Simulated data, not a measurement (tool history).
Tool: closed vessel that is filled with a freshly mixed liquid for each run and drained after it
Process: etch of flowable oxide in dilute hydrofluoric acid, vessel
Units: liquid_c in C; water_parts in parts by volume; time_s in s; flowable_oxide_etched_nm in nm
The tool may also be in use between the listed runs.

run,hour,liquid_c,water_parts,time_s,flowable_oxide_etched_nm
1,0,22,100,30,10.409
2,5,23.5,90,30,12.539
3,7.1,25,85,30,14.057
4,16.4,26,80,30,15.764
5,18.2,29,80,30,17.635
6,21.4,29,75,30,19.007
7,29.1,30,60,30,25.165

Predict the results of run 8:
8,35.7,29.5,60,30,?

Run 8 yielded flowable_oxide_etched_nm 24.891 nm.

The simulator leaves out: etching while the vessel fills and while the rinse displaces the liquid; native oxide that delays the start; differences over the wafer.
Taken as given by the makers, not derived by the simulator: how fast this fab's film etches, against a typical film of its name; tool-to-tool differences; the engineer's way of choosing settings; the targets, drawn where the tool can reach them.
